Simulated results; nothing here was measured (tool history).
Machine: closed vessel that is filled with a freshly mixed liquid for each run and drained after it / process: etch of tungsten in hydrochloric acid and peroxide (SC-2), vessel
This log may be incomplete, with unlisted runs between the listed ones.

run    day  temperature setpoint of the liquid (K)  parts of water to one part each of 37 % hydrochloric acid and 30 % peroxide (parts by volume)  time in the liquid (s)  thickness taken off the tungsten on a monitor wafer (angstrom)
  1      0                                  333.15                                                                                            5.5                      30                                                           188.2
  2  0.221                                  334.65                                                                                            5.5                      30                                                          206.15
  3  0.558                                  335.65                                                                                            5.5                      30                                                          220.17
  4  0.775                                  336.15                                                                                            5.5                      30                                                          227.26
  5  0.892                                  336.65                                                                                            5.5                      30                                                          232.44
  6  1.167                                  336.65                                                                                            6.5                      30                                                          206.56

For run 7, what comes out?
  7  1.325                                  337.65                                                                                            6.5                      30                                                               ?

Run 7 measured thickness taken off the tungsten on a monitor wafer (angstrom) 219.41.
